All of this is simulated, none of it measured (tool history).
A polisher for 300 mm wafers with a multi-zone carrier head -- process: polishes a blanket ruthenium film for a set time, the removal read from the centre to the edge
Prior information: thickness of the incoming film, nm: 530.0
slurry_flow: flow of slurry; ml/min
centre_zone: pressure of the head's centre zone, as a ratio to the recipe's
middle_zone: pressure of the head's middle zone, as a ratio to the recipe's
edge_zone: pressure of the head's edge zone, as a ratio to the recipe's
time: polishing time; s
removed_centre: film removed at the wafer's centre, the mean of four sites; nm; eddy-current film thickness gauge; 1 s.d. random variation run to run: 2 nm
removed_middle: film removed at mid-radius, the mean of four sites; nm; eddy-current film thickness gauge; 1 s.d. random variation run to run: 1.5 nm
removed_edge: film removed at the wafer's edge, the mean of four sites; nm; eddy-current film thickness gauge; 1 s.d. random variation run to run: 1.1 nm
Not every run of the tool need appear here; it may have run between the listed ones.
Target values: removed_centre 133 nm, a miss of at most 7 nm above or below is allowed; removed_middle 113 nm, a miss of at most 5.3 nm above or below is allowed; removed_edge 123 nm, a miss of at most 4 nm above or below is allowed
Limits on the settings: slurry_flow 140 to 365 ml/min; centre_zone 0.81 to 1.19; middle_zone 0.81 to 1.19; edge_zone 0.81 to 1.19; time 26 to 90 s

Run 1, hour 0: slurry_flow 235 ml/min, centre_zone 1, middle_zone 1, edge_zone 1, time 58 s. Result: removed_centre 99.407 nm, removed_middle 97.577 nm, removed_edge 98.489 nm.
Run 2, hour 3.5: slurry_flow 235 ml/min, centre_zone 1.01, middle_zone 1, edge_zone 1.01, time 59 s. Result: removed_centre 104.59 nm, removed_middle 100.17 nm, removed_edge 98.072 nm.
Run 3, hour 10.4: slurry_flow 235 ml/min, centre_zone 1.01, middle_zone 1, edge_zone 0.97, time 59 s. Result: removed_centre 104.97 nm, removed_middle 97.197 nm, removed_edge 98.07 nm.
Run 4, hour 16.7: slurry_flow 235 ml/min, centre_zone 1.01, middle_zone 0.99, edge_zone 0.98, time 60 s. Result: removed_centre 102.17 nm, removed_middle 99.319 nm, removed_edge 99.627 nm.
Run 5, hour 24.7: slurry_flow 235 ml/min, centre_zone 1.02, middle_zone 0.98, edge_zone 0.99, time 61 s. Result: removed_centre 109.66 nm, removed_middle 97.859 nm, removed_edge 103.3 nm.
Run 6, hour 28: slurry_flow 235 ml/min, centre_zone 1.02, middle_zone 0.98, edge_zone 0.99, time 48 s. Result: removed_centre 84.862 nm, removed_middle 78.979 nm, removed_edge 82.11 nm.
Run 7, hour 29.8: slurry_flow 235 ml/min, centre_zone 1.02, middle_zone 0.98, edge_zone 1, time 50 s. Result: removed_centre 88.503 nm, removed_middle 82.963 nm, removed_edge 84.129 nm.
Run 8, hour 34.3: slurry_flow 235 ml/min, centre_zone 1.02, middle_zone 0.98, edge_zone 1, time 52 s. Result: removed_centre 92.486 nm, removed_middle 84.645 nm, removed_edge 87.45 nm.
Run 9, hour 38.6: slurry_flow 235 ml/min, centre_zone 1.02, middle_zone 0.98, edge_zone 1, time 54 s. Result: removed_centre 98.187 nm, removed_middle 88.934 nm, removed_edge 91.125 nm.
Run 10, hour 40.6: slurry_flow 235 ml/min, centre_zone 1.02, middle_zone 0.98, edge_zone 1, time 54 s. Result: removed_centre 94.968 nm, removed_middle 87.922 nm, removed_edge 90.509 nm.
Run 11, hour 47.9: slurry_flow 235 ml/min, centre_zone 1.02, middle_zone 0.98, edge_zone 1, time 56 s. Result: removed_centre 99.594 nm, removed_middle 93.175 nm, removed_edge 94.628 nm.
Run 12, hour 53.5: slurry_flow 235 ml/min, centre_zone 1.03, middle_zone 0.97, edge_zone 1.01, time 57 s. Result: removed_centre 102.94 nm, removed_middle 92.825 nm, removed_edge 97.244 nm.
Run 13, hour 55.2: slurry_flow 235 ml/min, centre_zone 1.03, middle_zone 0.97, edge_zone 1.02, time 58 s. Result: removed_centre 104.36 nm, removed_middle 94.875 nm, removed_edge 99.145 nm.
Run 14, hour 63.8: slurry_flow 235 ml/min, centre_zone 1.04, middle_zone 0.97, edge_zone 1.03, time 59 s. Result: removed_centre 108.57 nm, removed_middle 96.931 nm, removed_edge 101.46 nm.
Run 15, hour 67.2: slurry_flow 235 ml/min, centre_zone 1.04, middle_zone 0.97, edge_zone 1.04, time 60 s. Result: removed_centre 109.72 nm, removed_middle 98.119 nm, removed_edge 103.41 nm.

Which of these 5 next moves meets every target?
Run A, hour 70.6: slurry_flow 270 ml/min, centre_zone 1.14, middle_zone 1.12, edge_zone 1.03, time 64 s. Result: removed_centre ?, removed_middle ?, removed_edge ?.
Run B, hour 70.6: slurry_flow 285 ml/min, centre_zone 1.04, middle_zone 0.89, edge_zone 0.98, time 72 s. Result: removed_centre ?, removed_middle ?, removed_edge ?.
Run C, hour 70.6: slurry_flow 295 ml/min, centre_zone 0.97, middle_zone 0.98, edge_zone 1.04, time 76 s. Result: removed_centre ?, removed_middle ?, removed_edge ?.
Run D, hour 70.6: slurry_flow 305 ml/min, centre_zone 1.07, middle_zone 0.86, edge_zone 1.1, time 63 s. Result: removed_centre ?, removed_middle ?, removed_edge ?.
Run E, hour 70.6: slurry_flow 215 ml/min, centre_zone 0.96, middle_zone 1.07, edge_zone 1.08, time 64 s. Result: removed_centre ?, removed_middle ?, removed_edge ?.

move  removed_centre  removed_middle  removed_edge
   A          130.27          117.64        111.85
   B          134.27          114.35        123.66
   C          132.69          128.95        134.57
   D          121.77           98.53        115.14
   E          106.31          111.09        112.28
A: nearer than the last run, and not there yet
B: meets every target
C: carries the result that was furthest off beyond its target, to the other side
D: nearer than the last run, and not there yet
E: nearer than the last run, and not there yet
The right move is B.

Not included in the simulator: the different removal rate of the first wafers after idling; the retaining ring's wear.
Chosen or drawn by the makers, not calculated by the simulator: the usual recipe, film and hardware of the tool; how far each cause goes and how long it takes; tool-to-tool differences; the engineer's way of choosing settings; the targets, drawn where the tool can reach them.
